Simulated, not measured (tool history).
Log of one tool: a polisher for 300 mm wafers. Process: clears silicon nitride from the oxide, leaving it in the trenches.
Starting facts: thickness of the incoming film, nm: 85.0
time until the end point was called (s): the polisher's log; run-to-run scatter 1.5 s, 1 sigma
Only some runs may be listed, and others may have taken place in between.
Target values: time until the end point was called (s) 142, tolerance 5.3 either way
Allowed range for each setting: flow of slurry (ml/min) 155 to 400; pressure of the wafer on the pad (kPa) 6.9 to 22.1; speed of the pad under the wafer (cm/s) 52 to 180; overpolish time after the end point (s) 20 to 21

run	day	flow of slurry (ml/min)	pressure of the wafer on the pad (kPa)	speed of the pad under the wafer (cm/s)	overpolish time after the end point (s)	time until the end point was called (s)
1	0	255	14.5	116	20	101.26
2	0.167	255	13.8	116	20	103.06
3	0.262	255	13.1	116	20	107.15
4	0.358	205	13.1	116	20	111.67
5	0.392	205	13.1	116	21	112.84
6	0.762	205	12.4	116	21	117.08
7	1.125	205	11.7	116	21	119.84
8	1.362	205	11	116	21	126.45

Below are 5 possible settings for the next run. Only one of them brings all results inside the allowed miss of their targets. Which is it?
A	1.6	190	9.7	160	21	?
B	1.6	200	9.7	112	21	?
C	1.6	185	10.3	92	21	?
D	1.6	190	8.3	118	20	?
E	1.6	160	9.7	100	20	?

move	time until the end point was called (s)
A	111.63
B	142.12
C	155.29
D	153.18
E	158.2
A: the biggest miss grows against the last run
B: in spec on every target
C: the result that was furthest off in the last run now lies on the other side of its target
D: the result that was furthest off in the last run now lies on the other side of its target
E: the result that was furthest off in the last run now lies on the other side of its target
B meets every target.
